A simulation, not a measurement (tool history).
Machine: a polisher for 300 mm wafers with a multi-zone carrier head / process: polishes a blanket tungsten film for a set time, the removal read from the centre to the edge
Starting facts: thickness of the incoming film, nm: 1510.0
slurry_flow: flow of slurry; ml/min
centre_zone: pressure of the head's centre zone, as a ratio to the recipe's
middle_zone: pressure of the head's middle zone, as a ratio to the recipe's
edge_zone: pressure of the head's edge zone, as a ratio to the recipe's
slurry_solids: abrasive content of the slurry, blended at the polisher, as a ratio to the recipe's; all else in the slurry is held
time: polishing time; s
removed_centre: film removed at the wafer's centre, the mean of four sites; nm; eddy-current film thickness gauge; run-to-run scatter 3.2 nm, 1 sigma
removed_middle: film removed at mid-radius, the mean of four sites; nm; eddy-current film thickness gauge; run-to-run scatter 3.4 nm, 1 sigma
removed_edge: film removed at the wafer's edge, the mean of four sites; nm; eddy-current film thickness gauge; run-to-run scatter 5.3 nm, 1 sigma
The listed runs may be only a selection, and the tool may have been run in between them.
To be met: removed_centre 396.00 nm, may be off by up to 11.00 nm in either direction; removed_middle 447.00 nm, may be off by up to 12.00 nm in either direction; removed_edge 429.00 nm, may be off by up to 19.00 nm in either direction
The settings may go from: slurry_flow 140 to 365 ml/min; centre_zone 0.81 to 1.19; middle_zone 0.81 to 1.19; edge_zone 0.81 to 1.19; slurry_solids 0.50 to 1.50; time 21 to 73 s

run,day,slurry_flow,centre_zone,middle_zone,edge_zone,slurry_solids,time,removed_centre,removed_middle,removed_edge
1,0.000,235,1.00,1.00,1.00,1.00,47,327.29,348.50,347.79
2,0.083,235,1.00,1.00,1.08,1.00,47,330.05,344.21,357.45
3,0.300,235,1.00,1.00,1.08,0.85,47,312.83,326.43,345.97
4,0.504,240,1.00,1.02,1.10,0.95,48,331.07,357.94,358.97
5,0.633,235,0.99,1.02,1.11,1.05,49,337.93,373.69,385.32
6,0.725,235,0.99,1.02,1.11,1.05,41,287.12,309.06,323.02
7,1.054,230,1.00,1.03,1.12,1.15,43,304.08,335.26,331.84
8,1.283,250,1.00,1.03,1.13,1.20,44,322.64,347.75,357.44
9,1.329,265,1.00,1.05,1.14,1.25,45,333.59,370.51,371.65
10,1.633,280,1.01,1.06,1.15,1.30,45,339.99,378.39,376.01
11,1.904,280,1.01,1.06,1.15,1.30,45,341.92,370.82,379.49
12,2.179,280,1.01,1.06,1.15,1.30,45,344.80,376.32,374.14
13,2.396,285,1.01,1.07,1.16,1.35,46,358.92,389.31,393.89
14,2.717,290,1.01,1.09,1.17,1.40,46,358.01,410.81,399.99
15,3.029,290,1.01,1.09,1.17,1.40,46,356.48,403.79,402.32
16,3.179,295,1.02,1.10,1.17,1.40,46,363.34,406.84,402.70
17,3.308,300,1.03,1.11,1.17,1.40,46,366.60,412.69,394.26
18,3.504,305,1.03,1.11,1.17,1.40,46,371.73,412.97,413.60
19,3.712,310,1.04,1.13,1.16,1.40,46,374.57,425.26,392.19

Exactly one of the 5 candidate moves below puts every result within its allowed miss. Which one?
A,3.921,285,0.89,1.12,1.19,1.50,50,?,?,?
B,3.921,335,0.91,1.04,1.19,1.50,50,?,?,?
C,3.921,310,1.00,1.08,1.19,1.35,49,?,?,?
D,3.921,310,1.08,1.04,1.19,1.35,47,?,?,?
E,3.921,345,1.02,1.11,1.13,1.35,50,?,?,?

move,removed_centre,removed_middle,removed_edge
A,350.62,454.72,442.15
B,363.94,432.76,447.33
C,379.39,423.59,424.63
D,393.12,393.28,407.51
E,398.89,446.40,424.49
A: its largest miss is bigger than the last run's
B: its largest miss is bigger than the last run's
C: neither nearer nor further off than the last run
D: the furthest-off result lands on target, but another misses its tolerance
E: each result inside its tolerance
Move E is the one to make.
